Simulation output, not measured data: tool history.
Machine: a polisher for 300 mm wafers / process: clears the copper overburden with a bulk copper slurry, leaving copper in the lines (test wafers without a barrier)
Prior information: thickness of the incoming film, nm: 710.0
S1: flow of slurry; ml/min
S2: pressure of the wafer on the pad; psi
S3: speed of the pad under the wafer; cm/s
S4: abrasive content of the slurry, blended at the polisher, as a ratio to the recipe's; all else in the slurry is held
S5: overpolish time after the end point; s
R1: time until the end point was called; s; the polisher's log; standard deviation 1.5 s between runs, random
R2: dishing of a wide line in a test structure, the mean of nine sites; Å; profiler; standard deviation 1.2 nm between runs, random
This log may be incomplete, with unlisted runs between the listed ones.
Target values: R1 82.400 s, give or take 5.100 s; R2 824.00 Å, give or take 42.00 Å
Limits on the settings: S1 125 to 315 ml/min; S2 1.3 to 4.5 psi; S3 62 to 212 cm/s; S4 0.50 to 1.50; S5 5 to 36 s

run	hour	S1	S2	S3	S4	S5	R1	R2
1	0.0	205	2.9	136	1.00	18	48.880	1122.40
2	5.3	205	2.3	136	1.00	18	62.877	994.28
3	8.9	205	2.3	136	1.00	25	62.750	1128.30
4	10.2	205	2.6	136	1.00	25	56.272	1186.60
5	12.4	205	2.6	136	0.85	25	56.554	1240.50
6	17.8	205	2.4	136	0.85	23	61.066	1117.30
7	23.7	205	2.2	136	0.85	22	65.326	986.17
8	30.2	205	2.1	136	0.85	22	69.380	966.43
9	31.5	205	2.0	136	0.85	22	73.813	937.33
10	39.6	205	1.9	136	0.85	21	76.786	874.23

Next run, 5 choices. One meets every target within its allowed miss, the rest don't. Which?
A	47.7	240	2.3	106	1.15	17	?	?
B	47.7	215	1.9	146	1.00	22	?	?
C	47.7	210	1.7	132	0.90	27	?	?
D	47.7	205	1.9	152	0.85	20	?	?
E	47.7	230	2.1	102	0.80	18	?	?

move	R1	R2
A	70.606	863.85
B	73.012	942.26
C	87.905	926.95
D	73.393	894.74
E	83.425	795.54
A: the worst result of the last run now meets its target, but another is out of spec
B: further off than the last run
C: further off than the last run
D: further off than the last run
E: every result lands within tolerance
The move that meets every target is E.
